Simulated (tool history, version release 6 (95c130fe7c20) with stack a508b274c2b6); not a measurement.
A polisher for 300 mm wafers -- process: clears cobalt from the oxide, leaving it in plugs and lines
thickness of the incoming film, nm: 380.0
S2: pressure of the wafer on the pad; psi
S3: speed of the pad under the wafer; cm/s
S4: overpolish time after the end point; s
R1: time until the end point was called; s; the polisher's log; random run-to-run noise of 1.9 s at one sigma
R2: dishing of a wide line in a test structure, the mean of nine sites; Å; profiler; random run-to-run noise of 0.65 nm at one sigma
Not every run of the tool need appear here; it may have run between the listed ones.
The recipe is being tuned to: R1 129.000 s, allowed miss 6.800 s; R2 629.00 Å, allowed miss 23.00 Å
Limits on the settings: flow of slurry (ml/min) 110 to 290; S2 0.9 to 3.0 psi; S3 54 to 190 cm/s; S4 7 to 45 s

run 1 hour=0.0 | flow_of_slurry_(ml/min)=185 S2=1.9 S3=122 S4=23 | R1=82.647 R2=603.87
run 2 hour=3.5 | flow_of_slurry_(ml/min)=185 S2=1.8 S3=122 S4=24 | R1=86.301 R2=599.77
run 3 hour=6.6 | flow_of_slurry_(ml/min)=185 S2=1.8 S3=148 S4=24 | R1=71.847 R2=658.85
run 4 hour=8.9 | flow_of_slurry_(ml/min)=185 S2=1.7 S3=146 S4=25 | R1=75.241 R2=646.13
run 5 hour=9.7 | flow_of_slurry_(ml/min)=220 S2=1.7 S3=146 S4=25 | R1=75.041 R2=647.02
run 6 hour=14.0 | flow_of_slurry_(ml/min)=220 S2=1.7 S3=146 S4=20 | R1=75.940 R2=591.40
run 7 hour=17.5 | flow_of_slurry_(ml/min)=220 S2=1.6 S3=144 S4=22 | R1=79.918 R2=583.90
run 8 hour=23.3 | flow_of_slurry_(ml/min)=220 S2=1.5 S3=142 S4=24 | R1=86.068 R2=598.96
run 9 hour=29.7 | flow_of_slurry_(ml/min)=220 S2=1.4 S3=140 S4=25 | R1=93.586 R2=586.09
run 10 hour=31.9 | flow_of_slurry_(ml/min)=220 S2=1.3 S3=140 S4=26 | R1=99.171 R2=568.03
run 11 hour=37.4 | flow_of_slurry_(ml/min)=220 S2=1.3 S3=140 S4=28 | R1=103.470 R2=610.97
run 12 hour=44.8 | flow_of_slurry_(ml/min)=220 S2=1.3 S3=140 S4=29 | R1=103.390 R2=615.39
run 13 hour=47.9 | flow_of_slurry_(ml/min)=220 S2=1.3 S3=140 S4=30 | R1=101.670 R2=605.95
run 14 hour=54.4 | flow_of_slurry_(ml/min)=220 S2=1.3 S3=140 S4=31 | R1=98.297 R2=623.63
run 15 hour=60.9 | flow_of_slurry_(ml/min)=220 S2=1.3 S3=140 S4=32 | R1=99.799 R2=645.21
run 16 hour=66.1 | flow_of_slurry_(ml/min)=220 S2=1.3 S3=140 S4=33 | R1=101.030 R2=649.47

Consider the 5 candidate settings below. Which is the only one whose results all fall within their allowed miss of target?
run A hour=71.3 | flow_of_slurry_(ml/min)=170 S2=1.8 S3=152 S4=29 | R1=? R2=?
run B hour=71.3 | flow_of_slurry_(ml/min)=245 S2=1.5 S3=154 S4=25 | R1=? R2=?
run C hour=71.3 | flow_of_slurry_(ml/min)=195 S2=1.5 S3=140 S4=32 | R1=? R2=?
run D hour=71.3 | flow_of_slurry_(ml/min)=290 S2=1.1 S3=124 S4=38 | R1=? R2=?
run E hour=71.3 | flow_of_slurry_(ml/min)=205 S2=1.3 S3=162 S4=33 | R1=? R2=?

move=A R1=70.346 R2=710.01
move=B R1=78.702 R2=645.88
move=C R1=88.949 R2=679.11
move=D R1=128.450 R2=629.21
move=E R1=87.874 R2=689.73
A: misses by more than the last run did
B: misses by more than the last run did
C: misses by more than the last run did
D: all results in spec
E: misses by more than the last run did
D meets every target.
